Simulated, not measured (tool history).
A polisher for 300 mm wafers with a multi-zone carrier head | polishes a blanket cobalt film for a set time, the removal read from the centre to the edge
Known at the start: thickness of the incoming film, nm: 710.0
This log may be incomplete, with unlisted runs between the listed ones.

run	hour	flow of slurry (ml/min)	pressure of the head's centre zone	pressure of the head's middle zone	pressure of the head's edge zone	polishing time (s)	film removed at the wafer's centre (angstrom)	film removed at mid-radius (angstrom)	film removed at the wafer's edge (angstrom)
1	0	185	1	1	1	67	2598.2	2542.6	2555.7
2	1.8	200	0.99	1.02	1.05	69	2691.1	2693.4	2739
3	9.1	200	0.99	1.02	1.05	79	3095.8	3104.7	3126.4
4	16.4	200	0.99	1.02	1.05	85	3315.9	3339.7	3358.6
5	23.1	185	0.97	1.02	1.04	85	3233.2	3305.7	3295.9
6	29.8	185	0.97	0.95	1.04	85	3209.9	3085.8	3302
7	30.8	175	0.95	0.96	1.03	85	3074.8	3099.1	3263.8

For run 8, what comes out?
8	37.6	170	0.94	0.97	1.02	85	?	?	?

{"run 8": {"film removed at the wafer's centre (angstrom)": 3011.3, "film removed at mid-radius (angstrom)": 3116.9, "film removed at the wafer's edge (angstrom)": 3253.3}}
